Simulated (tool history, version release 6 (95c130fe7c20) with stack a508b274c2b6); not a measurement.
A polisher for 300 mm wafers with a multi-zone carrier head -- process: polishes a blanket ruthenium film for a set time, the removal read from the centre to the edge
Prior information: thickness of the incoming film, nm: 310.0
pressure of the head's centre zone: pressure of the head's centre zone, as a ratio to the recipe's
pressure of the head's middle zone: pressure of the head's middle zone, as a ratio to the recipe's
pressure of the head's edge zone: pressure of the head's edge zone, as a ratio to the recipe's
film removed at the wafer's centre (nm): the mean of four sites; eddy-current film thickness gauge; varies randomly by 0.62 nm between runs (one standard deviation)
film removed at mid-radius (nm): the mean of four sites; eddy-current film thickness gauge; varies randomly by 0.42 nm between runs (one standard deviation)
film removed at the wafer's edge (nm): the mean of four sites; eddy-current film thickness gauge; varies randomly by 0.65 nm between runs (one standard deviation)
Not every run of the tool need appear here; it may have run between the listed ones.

run  hour  flow of slurry (ml/min)  pressure of the head's centre zone  pressure of the head's middle zone  pressure of the head's edge zone  polishing time (s)  film removed at the wafer's centre (nm)  film removed at mid-radius (nm)  film removed at the wafer's edge (nm)
  1     0                      245                                   1                                   1                                 1                  47                                   38.906                           40.439                                 38.794
  2   2.4                      255                                1.04                                1.02                              1.03                  48                                   41.796                           41.984                                 40.519
  3   8.3                      290                                1.04                                1.02                              1.03                  48                                    43.04                           42.309                                 40.269
  4  15.9                      335                                1.04                                1.02                              1.03                  48                                   43.566                           42.782                                 41.024
  5  23.2                      335                                1.04                                1.02                              1.03                  39                                   35.473                           34.992                                 32.883
  6  24.6                      310                                1.04                                1.02                              1.03                  39                                   35.532                           34.444                                 33.184
  7  30.2                      310                                1.06                                1.04                              1.05                  42                                   39.438                             37.3                                 36.196

Forecast run 8:
  8  32.5                      310                                1.07                                1.07                              1.06                  44                                        ?                                ?                                      ?

{"run 8": {"film removed at the wafer's centre (nm)": 40.525, "film removed at mid-radius (nm)": 40.386, "film removed at the wafer's edge (nm)": 37.696}}

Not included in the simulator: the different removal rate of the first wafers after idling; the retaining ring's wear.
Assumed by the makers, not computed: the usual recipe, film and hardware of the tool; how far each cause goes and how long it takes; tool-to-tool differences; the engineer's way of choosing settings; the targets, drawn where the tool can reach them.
